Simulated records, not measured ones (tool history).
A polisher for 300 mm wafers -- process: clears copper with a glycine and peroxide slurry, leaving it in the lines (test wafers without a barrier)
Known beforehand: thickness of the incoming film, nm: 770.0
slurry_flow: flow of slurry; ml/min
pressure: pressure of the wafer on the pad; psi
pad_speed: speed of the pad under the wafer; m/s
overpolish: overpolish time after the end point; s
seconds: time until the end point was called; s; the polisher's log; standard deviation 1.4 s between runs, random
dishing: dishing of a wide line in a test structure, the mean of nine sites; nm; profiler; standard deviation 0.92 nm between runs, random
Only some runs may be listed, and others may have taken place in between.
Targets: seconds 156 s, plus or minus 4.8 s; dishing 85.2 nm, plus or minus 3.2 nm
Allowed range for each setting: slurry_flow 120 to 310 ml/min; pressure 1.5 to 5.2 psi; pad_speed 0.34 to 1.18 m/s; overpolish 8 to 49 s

run 1 hour=0 | slurry_flow=200 pressure=3.3 pad_speed=0.76 overpolish=25 | seconds=135.85 dishing=79.303
run 2 hour=1.8 | slurry_flow=200 pressure=3.3 pad_speed=0.76 overpolish=32 | seconds=131.93 dishing=95.536
run 3 hour=7.9 | slurry_flow=190 pressure=3.1 pad_speed=0.76 overpolish=32 | seconds=140.02 dishing=90.321
run 4 hour=9.5 | slurry_flow=190 pressure=3.9 pad_speed=0.76 overpolish=32 | seconds=115.64 dishing=105.61
run 5 hour=13.6 | slurry_flow=190 pressure=3.9 pad_speed=0.7 overpolish=32 | seconds=125.68 dishing=100.56
run 6 hour=21.3 | slurry_flow=190 pressure=3.9 pad_speed=0.7 overpolish=27 | seconds=125.08 dishing=88.983
run 7 hour=24.6 | slurry_flow=185 pressure=3.6 pad_speed=0.7 overpolish=29 | seconds=134.09 dishing=90.476
run 8 hour=27.2 | slurry_flow=180 pressure=3.4 pad_speed=0.7 overpolish=30 | seconds=141.6 dishing=87.583
run 9 hour=28.3 | slurry_flow=175 pressure=3.3 pad_speed=0.7 overpolish=31 | seconds=146.34 dishing=87.671
run 10 hour=33.3 | slurry_flow=175 pressure=3.3 pad_speed=0.7 overpolish=31 | seconds=145.41 dishing=88.304
run 11 hour=36.1 | slurry_flow=170 pressure=3.2 pad_speed=0.7 overpolish=31 | seconds=148.24 dishing=85.933

Which one of the following 4 next-run settings gets every result inside its allowed miss? There is exactly one.
run A hour=38.9 | slurry_flow=175 pressure=3.5 pad_speed=0.76 overpolish=26 | seconds=? dishing=?
run B hour=38.9 | slurry_flow=195 pressure=3.1 pad_speed=0.66 overpolish=32 | seconds=? dishing=?
run C hour=38.9 | slurry_flow=160 pressure=3.3 pad_speed=0.72 overpolish=28 | seconds=? dishing=?
run D hour=38.9 | slurry_flow=135 pressure=3.8 pad_speed=0.68 overpolish=27 | seconds=? dishing=?

move=A seconds=129.98 dishing=84.369
move=B seconds=158.07 dishing=85.215
move=C seconds=144.14 dishing=82.436
move=D seconds=138.11 dishing=83.502
A: further off than the last run
B: in spec on every target
C: further off than the last run
D: further off than the last run
Go with B: it meets all targets.
